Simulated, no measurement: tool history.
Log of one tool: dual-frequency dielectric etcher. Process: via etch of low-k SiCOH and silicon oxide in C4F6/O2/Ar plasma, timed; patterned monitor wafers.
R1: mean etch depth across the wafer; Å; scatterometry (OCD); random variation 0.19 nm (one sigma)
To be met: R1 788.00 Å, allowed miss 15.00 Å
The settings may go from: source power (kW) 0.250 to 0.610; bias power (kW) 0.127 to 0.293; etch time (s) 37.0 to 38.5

Run 1, day 0.000: source power (kW) 0.430, bias power (kW) 0.210, etch time (s) 37.0. Result: R1 855.49 Å.
Run 2, day 0.092: source power (kW) 0.430, bias power (kW) 0.235, etch time (s) 37.0. Result: R1 901.05 Å.
Run 3, day 0.338: source power (kW) 0.430, bias power (kW) 0.258, etch time (s) 37.0. Result: R1 940.89 Å.
Run 4, day 0.662: source power (kW) 0.400, bias power (kW) 0.254, etch time (s) 37.0. Result: R1 912.00 Å.
Run 5, day 0.850: source power (kW) 0.400, bias power (kW) 0.254, etch time (s) 37.0. Result: R1 907.36 Å.
Run 6, day 1.042: source power (kW) 0.400, bias power (kW) 0.254, etch time (s) 38.5. Result: R1 948.44 Å.
Run 7, day 1.317: source power (kW) 0.380, bias power (kW) 0.249, etch time (s) 38.5. Result: R1 923.27 Å.
Run 8, day 1.650: source power (kW) 0.380, bias power (kW) 0.249, etch time (s) 38.5. Result: R1 922.29 Å.
Run 9, day 1.979: source power (kW) 0.360, bias power (kW) 0.245, etch time (s) 38.5. Result: R1 898.51 Å.
Run 10, day 2.138: source power (kW) 0.340, bias power (kW) 0.242, etch time (s) 38.5. Result: R1 873.05 Å.
Run 11, day 2.496: source power (kW) 0.320, bias power (kW) 0.240, etch time (s) 38.5. Result: R1 854.91 Å.
Run 12, day 2.579: source power (kW) 0.310, bias power (kW) 0.238, etch time (s) 38.5. Result: R1 840.16 Å.

Which of these 4 next moves meets every target?
Run A, day 2.662: source power (kW) 0.300, bias power (kW) 0.233, etch time (s) 37.0. Result: R1 ?.
Run B, day 2.662: source power (kW) 0.250, bias power (kW) 0.230, etch time (s) 37.0. Result: R1 ?.
Run C, day 2.662: source power (kW) 0.410, bias power (kW) 0.219, etch time (s) 38.0. Result: R1 ?.
Run D, day 2.662: source power (kW) 0.250, bias power (kW) 0.235, etch time (s) 37.0. Result: R1 ?.

move      R1
   A  792.72
   B  741.03
   C  881.20
   D  748.70
A: meets every target
B: takes the result that was furthest off past its target
C: further off than the last run
D: takes the result that was furthest off past its target
Answer: A
